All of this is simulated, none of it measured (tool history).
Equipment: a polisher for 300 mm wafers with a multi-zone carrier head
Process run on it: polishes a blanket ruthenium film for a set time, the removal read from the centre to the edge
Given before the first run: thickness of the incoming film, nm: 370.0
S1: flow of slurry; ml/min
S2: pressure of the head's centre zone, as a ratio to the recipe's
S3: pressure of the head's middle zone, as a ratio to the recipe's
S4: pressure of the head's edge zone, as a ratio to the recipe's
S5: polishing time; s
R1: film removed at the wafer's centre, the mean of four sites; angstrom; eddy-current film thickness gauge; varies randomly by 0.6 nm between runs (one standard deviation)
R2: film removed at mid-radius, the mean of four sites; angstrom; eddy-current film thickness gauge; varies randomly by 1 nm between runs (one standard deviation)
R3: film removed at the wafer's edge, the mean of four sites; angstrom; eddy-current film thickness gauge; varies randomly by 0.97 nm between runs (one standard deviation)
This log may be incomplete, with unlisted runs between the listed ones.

run  hour   S1    S2    S3    S4  S5      R1      R2      R3
  1     0  245     1     1     1  70  1012.5  1039.6  1042.5
  2   6.6  245  0.98  0.99  0.96  64  895.27  930.39   907.4
  3  10.4  245   0.9  0.99  0.96  64  840.07  922.01  910.46
  4  13.3  245   0.9  0.99  0.96  71  911.58  1025.7  1026.1
  5  14.6  245   0.9  0.99  0.91  71  921.39  1017.6  1013.1
  6  22.5  245   0.9  0.99   0.9  65  827.36  937.18   901.1
  7  29.4  245  0.91  0.97  0.89  62  804.68  881.71  847.06
  8    30  245   0.9  0.95  0.88  60  772.41  855.77  819.83

For run 9, what comes out?
  9    39  240  0.9  0.93  0.87  58   ?   ?   ?

R1: 745.75 angstrom
R2: 802.65 angstrom
R3: 797.19 angstrom

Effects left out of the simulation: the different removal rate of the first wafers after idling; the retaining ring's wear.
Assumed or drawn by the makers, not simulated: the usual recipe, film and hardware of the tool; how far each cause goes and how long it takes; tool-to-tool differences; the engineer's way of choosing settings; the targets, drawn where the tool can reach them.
